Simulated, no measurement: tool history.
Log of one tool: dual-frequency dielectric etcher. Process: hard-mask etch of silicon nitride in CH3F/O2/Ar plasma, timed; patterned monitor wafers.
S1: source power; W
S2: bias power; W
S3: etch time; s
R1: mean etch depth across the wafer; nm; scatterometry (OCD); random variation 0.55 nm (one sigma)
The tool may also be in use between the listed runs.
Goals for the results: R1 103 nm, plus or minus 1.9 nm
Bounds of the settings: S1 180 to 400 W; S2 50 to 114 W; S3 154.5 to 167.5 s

run,hour,S1,S2,S3,R1
1,0,290,82,167.5,113.2
2,3.5,290,91,167.5,117.81
3,9.1,290,85,167.5,114.97
4,12,330,85,167.5,121.59
5,20.2,330,93,167.5,125.45
6,22.3,330,93,167.5,125.63
7,29.7,300,91,167.5,119.53
8,30.9,240,85,167,105.38

Exactly one of the 4 candidate moves below puts every result within its allowed miss. Which one?
A,32.1,250,90,163,?
B,32.1,250,90,164.5,?
C,32.1,290,76,155.5,?
D,32.1,270,90,159,?

move,R1
A,106.69
B,107.67
C,102.47
D,107.49
A: moves away from the targets compared with the last run
B: moves away from the targets compared with the last run
C: hits every target within its allowed miss
D: moves away from the targets compared with the last run
Answer: C

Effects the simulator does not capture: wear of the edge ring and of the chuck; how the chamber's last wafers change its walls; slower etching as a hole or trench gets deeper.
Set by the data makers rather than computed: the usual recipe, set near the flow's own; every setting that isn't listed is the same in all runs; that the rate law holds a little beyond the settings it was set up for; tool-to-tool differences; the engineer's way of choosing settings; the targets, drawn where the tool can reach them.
